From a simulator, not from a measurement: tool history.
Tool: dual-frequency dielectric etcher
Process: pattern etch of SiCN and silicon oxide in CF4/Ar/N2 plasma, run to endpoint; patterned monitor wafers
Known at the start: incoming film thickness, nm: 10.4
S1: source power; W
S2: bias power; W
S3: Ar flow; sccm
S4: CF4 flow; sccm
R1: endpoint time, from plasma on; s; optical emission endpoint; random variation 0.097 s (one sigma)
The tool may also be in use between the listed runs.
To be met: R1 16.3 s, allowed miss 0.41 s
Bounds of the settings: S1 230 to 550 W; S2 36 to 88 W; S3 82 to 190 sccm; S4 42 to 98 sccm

run,day,S1,S2,S3,S4,R1
1,0,390,62,136,70,13.825
2,0.312,370,62,136,70,14.565
3,0.471,370,62,117,70,14.524
4,0.704,370,62,117,76,14.317
5,0.85,430,62,117,76,12.026
6,0.933,430,56,117,76,12.508
7,1.208,400,56,117,76,13.509
8,1.55,380,56,117,76,14.543
9,1.792,370,56,117,76,15.075
10,1.833,360,56,117,76,15.38

5 next moves are on the table. One of them brings every result within its allowed miss. Which?
A,1.875,380,56,112,72,?
B,1.875,370,51,95,62,?
C,1.875,380,58,113,72,?
D,1.875,340,73,163,74,?
E,1.875,340,57,123,75,?

move,R1
A,14.403
B,15.571
C,14.202
D,15.216
E,16.342
A: further off than the last run
B: nearer than the last run, and not there yet
C: further off than the last run
D: further off than the last run
E: meets every target
Move E is the one to make.

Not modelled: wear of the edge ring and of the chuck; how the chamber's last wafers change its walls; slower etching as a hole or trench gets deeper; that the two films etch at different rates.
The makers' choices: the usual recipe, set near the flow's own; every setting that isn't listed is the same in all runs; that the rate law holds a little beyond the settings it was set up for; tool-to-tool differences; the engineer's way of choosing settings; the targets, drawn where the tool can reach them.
